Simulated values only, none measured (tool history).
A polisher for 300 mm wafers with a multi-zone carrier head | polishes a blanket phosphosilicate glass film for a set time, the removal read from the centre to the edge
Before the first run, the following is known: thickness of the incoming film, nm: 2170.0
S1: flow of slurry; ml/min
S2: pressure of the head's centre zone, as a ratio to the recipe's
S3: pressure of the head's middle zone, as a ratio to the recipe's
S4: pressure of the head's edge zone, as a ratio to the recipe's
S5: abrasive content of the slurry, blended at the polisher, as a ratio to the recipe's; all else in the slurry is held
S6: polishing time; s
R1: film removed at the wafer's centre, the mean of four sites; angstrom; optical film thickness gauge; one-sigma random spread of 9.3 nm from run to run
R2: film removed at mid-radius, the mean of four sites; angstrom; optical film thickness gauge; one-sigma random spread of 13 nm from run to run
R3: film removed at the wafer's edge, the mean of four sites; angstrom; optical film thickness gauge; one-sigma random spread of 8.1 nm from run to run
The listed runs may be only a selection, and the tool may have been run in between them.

run  hour   S1    S2    S3    S4    S5  S6      R1       R2       R3
  1   0.0  295  1.00  1.00  1.00  1.00  74  7861.2   7594.2   7794.6
  2   2.8  295  0.98  1.02  1.05  1.15  75  8230.9   8323.8   8519.2
  3  10.4  295  0.98  1.02  1.10  1.15  75  8166.5   8446.5   8662.4
  4  17.5  295  0.97  1.02  1.12  1.25  77  8536.8   8818.0   9105.6
  5  25.7  365  0.97  1.02  1.12  1.25  77  8669.6   8875.5   9168.2
  6  28.1  360  0.95  1.02  1.14  1.35  79  8967.8   9521.5   9615.8
  7  33.9  355  0.94  1.01  1.16  1.40  82  9152.9  10085.0  10404.0

The next listed run, before its measurement:
  8  37.4  355  0.95  1.01  1.16  1.45  83   ?   ?   ?

{"run 8": {"R1": 9635.0, "R2": 10205.0, "R3": 10577.0}}
